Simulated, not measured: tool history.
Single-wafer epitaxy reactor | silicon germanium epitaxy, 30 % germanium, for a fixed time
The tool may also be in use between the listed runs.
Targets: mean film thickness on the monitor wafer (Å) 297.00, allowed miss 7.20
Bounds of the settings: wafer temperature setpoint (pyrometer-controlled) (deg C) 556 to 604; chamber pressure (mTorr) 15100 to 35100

| run | day | wafer temperature setpoint (pyrometer-controlled) (deg C) | chamber pressure (mTorr) | mean film thickness on the monitor wafer (Å) |
|---|---|---|---|---|
| 1 | 0.000 | 580 | 25100 | 411.40 |
| 2 | 0.162 | 576 | 24900 | 375.03 |
| 3 | 0.404 | 573 | 24800 | 350.21 |
| 4 | 0.638 | 581 | 24800 | 415.74 |
| 5 | 0.833 | 588 | 24800 | 483.19 |
| 6 | 0.904 | 582 | 24600 | 420.36 |
| 7 | 1.033 | 578 | 24500 | 388.12 |
| 8 | 1.092 | 575 | 24400 | 363.71 |
| 9 | 1.358 | 572 | 24300 | 340.05 |
| 10 | 1.708 | 564 | 24000 | 281.34 |
| 11 | 2.054 | 565 | 24000 | 289.11 |

4 next moves are on the table. One of them brings every result within its allowed miss. Which?
| A | 2.400 | 569 | 24200 | ? |
| B | 2.400 | 566 | 24900 | ? |
| C | 2.400 | 571 | 22200 | ? |
| D | 2.400 | 567 | 26700 | ? |

| move | mean film thickness on the monitor wafer (Å) |
|---|---|
| A | 318.92 |
| B | 300.48 |
| C | 325.60 |
| D | 313.59 |
A: takes the result that was furthest off past its target
B: meets every target
C: takes the result that was furthest off past its target
D: takes the result that was furthest off past its target
The right move is B.

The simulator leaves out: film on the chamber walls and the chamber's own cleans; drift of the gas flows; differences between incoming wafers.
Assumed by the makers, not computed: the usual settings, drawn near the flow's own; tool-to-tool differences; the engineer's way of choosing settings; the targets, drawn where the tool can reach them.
